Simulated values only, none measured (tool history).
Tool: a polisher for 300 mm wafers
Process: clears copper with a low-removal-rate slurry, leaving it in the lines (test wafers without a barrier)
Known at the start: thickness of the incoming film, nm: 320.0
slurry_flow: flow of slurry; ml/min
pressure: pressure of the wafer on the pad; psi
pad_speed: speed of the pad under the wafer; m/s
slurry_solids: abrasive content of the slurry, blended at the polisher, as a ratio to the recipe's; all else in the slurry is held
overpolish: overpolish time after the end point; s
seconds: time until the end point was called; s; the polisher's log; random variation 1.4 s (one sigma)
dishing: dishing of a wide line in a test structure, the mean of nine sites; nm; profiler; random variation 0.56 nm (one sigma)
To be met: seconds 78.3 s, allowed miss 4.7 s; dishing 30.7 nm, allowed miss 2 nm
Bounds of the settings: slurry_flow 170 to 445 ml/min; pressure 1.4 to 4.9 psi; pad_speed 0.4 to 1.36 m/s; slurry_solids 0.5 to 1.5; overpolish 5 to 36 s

{"run": 1, "hour": 0.0, "slurry_flow": 285, "pressure": 3.1, "pad_speed": 0.88, "slurry_solids": 1, "overpolish": 18, "seconds": 115.08, "dishing": 30.975}
{"run": 2, "hour": 3.0, "slurry_flow": 285, "pressure": 3.1, "pad_speed": 0.88, "slurry_solids": 1, "overpolish": 26, "seconds": 118.28, "dishing": 40.439}
{"run": 3, "hour": 6.0, "slurry_flow": 285, "pressure": 3.3, "pad_speed": 0.88, "slurry_solids": 1, "overpolish": 23, "seconds": 107.75, "dishing": 39.185}
{"run": 4, "hour": 15.0, "slurry_flow": 355, "pressure": 3.3, "pad_speed": 0.88, "slurry_solids": 1, "overpolish": 23, "seconds": 104.14, "dishing": 38.262}
{"run": 5, "hour": 15.6, "slurry_flow": 355, "pressure": 3.3, "pad_speed": 0.88, "slurry_solids": 0.8, "overpolish": 23, "seconds": 111.27, "dishing": 37.496}
{"run": 6, "hour": 23.8, "slurry_flow": 360, "pressure": 3.4, "pad_speed": 0.88, "slurry_solids": 0.8, "overpolish": 21, "seconds": 107.7, "dishing": 36.005}
{"run": 7, "hour": 25.3, "slurry_flow": 365, "pressure": 3.5, "pad_speed": 0.88, "slurry_solids": 0.8, "overpolish": 19, "seconds": 106.02, "dishing": 33.492}
{"run": 8, "hour": 31.9, "slurry_flow": 370, "pressure": 3.6, "pad_speed": 0.88, "slurry_solids": 0.8, "overpolish": 18, "seconds": 104.12, "dishing": 34.091}
{"run": 9, "hour": 36.0, "slurry_flow": 375, "pressure": 3.7, "pad_speed": 0.9, "slurry_solids": 0.8, "overpolish": 16, "seconds": 97.305, "dishing": 31.894}
{"run": 10, "hour": 41.6, "slurry_flow": 375, "pressure": 3.8, "pad_speed": 0.9, "slurry_solids": 0.8, "overpolish": 15, "seconds": 94.688, "dishing": 31.465}
{"run": 11, "hour": 50.1, "slurry_flow": 375, "pressure": 3.9, "pad_speed": 0.9, "slurry_solids": 0.8, "overpolish": 14, "seconds": 92.64, "dishing": 29.424}
{"run": 12, "hour": 53.6, "slurry_flow": 375, "pressure": 4, "pad_speed": 0.9, "slurry_solids": 0.8, "overpolish": 14, "seconds": 91.119, "dishing": 32.09}
{"run": 13, "hour": 56.7, "slurry_flow": 375, "pressure": 4.1, "pad_speed": 0.9, "slurry_solids": 0.8, "overpolish": 13, "seconds": 89.547, "dishing": 30.382}
{"run": 14, "hour": 65.1, "slurry_flow": 375, "pressure": 4.2, "pad_speed": 0.9, "slurry_solids": 0.8, "overpolish": 13, "seconds": 87.212, "dishing": 30.349}
{"run": 15, "hour": 71.6, "slurry_flow": 375, "pressure": 4.3, "pad_speed": 0.9, "slurry_solids": 0.8, "overpolish": 13, "seconds": 85.019, "dishing": 30.826}

Which of these 4 next moves meets every target?
{"run": "A", "hour": 78.1, "slurry_flow": 440, "pressure": 3.6, "pad_speed": 1.14, "slurry_solids": 0.9, "overpolish": 12, "seconds": "?", "dishing": "?"}
{"run": "B", "hour": 78.1, "slurry_flow": 355, "pressure": 3.9, "pad_speed": 0.86, "slurry_solids": 0.85, "overpolish": 16, "seconds": "?", "dishing": "?"}
{"run": "C", "hour": 78.1, "slurry_flow": 380, "pressure": 4.3, "pad_speed": 1.14, "slurry_solids": 0.8, "overpolish": 12, "seconds": "?", "dishing": "?"}
{"run": "D", "hour": 78.1, "slurry_flow": 405, "pressure": 4.5, "pad_speed": 0.78, "slurry_solids": 0.75, "overpolish": 12, "seconds": "?", "dishing": "?"}

move=A seconds=76.732 dishing=31.307
move=B seconds=95.767 dishing=33.109
move=C seconds=66.618 dishing=35.275
move=D seconds=92.691 dishing=27.191
A: meets every target
B: further off than the last run
C: takes the result that was furthest off past its target
D: further off than the last run
Answer: A
